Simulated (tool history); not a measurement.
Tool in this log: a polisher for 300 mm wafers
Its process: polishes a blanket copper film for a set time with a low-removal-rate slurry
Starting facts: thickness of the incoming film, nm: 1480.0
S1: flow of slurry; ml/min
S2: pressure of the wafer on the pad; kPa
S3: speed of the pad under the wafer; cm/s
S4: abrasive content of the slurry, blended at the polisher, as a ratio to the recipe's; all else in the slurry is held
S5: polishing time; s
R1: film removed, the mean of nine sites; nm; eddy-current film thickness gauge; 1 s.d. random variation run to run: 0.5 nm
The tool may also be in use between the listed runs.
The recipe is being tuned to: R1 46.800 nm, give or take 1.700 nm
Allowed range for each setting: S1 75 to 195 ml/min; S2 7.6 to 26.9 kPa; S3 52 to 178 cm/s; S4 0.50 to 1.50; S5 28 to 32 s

Run 1, hour 0.0: S1 125 ml/min, S2 17.2 kPa, S3 114 cm/s, S4 1.00, S5 32 s. Result: R1 78.323 nm.
Run 2, hour 8.1: S1 125 ml/min, S2 17.2 kPa, S3 88 cm/s, S4 1.00, S5 32 s. Result: R1 60.921 nm.
Run 3, hour 14.5: S1 95 ml/min, S2 17.2 kPa, S3 88 cm/s, S4 1.00, S5 32 s. Result: R1 57.597 nm.
Run 4, hour 16.6: S1 95 ml/min, S2 16.5 kPa, S3 88 cm/s, S4 1.00, S5 32 s. Result: R1 55.866 nm.
Run 5, hour 23.0: S1 95 ml/min, S2 15.9 kPa, S3 88 cm/s, S4 1.00, S5 32 s. Result: R1 54.631 nm.
Run 6, hour 24.7: S1 95 ml/min, S2 15.2 kPa, S3 88 cm/s, S4 1.00, S5 32 s. Result: R1 52.606 nm.
Run 7, hour 33.2: S1 95 ml/min, S2 14.5 kPa, S3 88 cm/s, S4 1.00, S5 32 s. Result: R1 51.048 nm.
Run 8, hour 37.7: S1 95 ml/min, S2 14.5 kPa, S3 88 cm/s, S4 1.00, S5 32 s. Result: R1 51.776 nm.
Run 9, hour 42.4: S1 95 ml/min, S2 13.8 kPa, S3 88 cm/s, S4 1.00, S5 32 s. Result: R1 49.417 nm.

Which of these 4 next moves meets every target?
Run A, hour 47.1: S1 105 ml/min, S2 15.9 kPa, S3 88 cm/s, S4 0.75, S5 31 s. Result: R1 ?.
Run B, hour 47.1: S1 80 ml/min, S2 15.9 kPa, S3 92 cm/s, S4 1.25, S5 28 s. Result: R1 ?.
Run C, hour 47.1: S1 80 ml/min, S2 13.8 kPa, S3 88 cm/s, S4 0.85, S5 32 s. Result: R1 ?.
Run D, hour 47.1: S1 110 ml/min, S2 17.2 kPa, S3 80 cm/s, S4 1.05, S5 32 s. Result: R1 ?.

move      R1
   A  50.645
   B  49.169
   C  45.522
   D  54.026
A: its largest miss is bigger than the last run's
B: gains on the last run, yet a result remains outside its allowed miss
C: all results in spec
D: its largest miss is bigger than the last run's
Correct choice: C, which meets every target
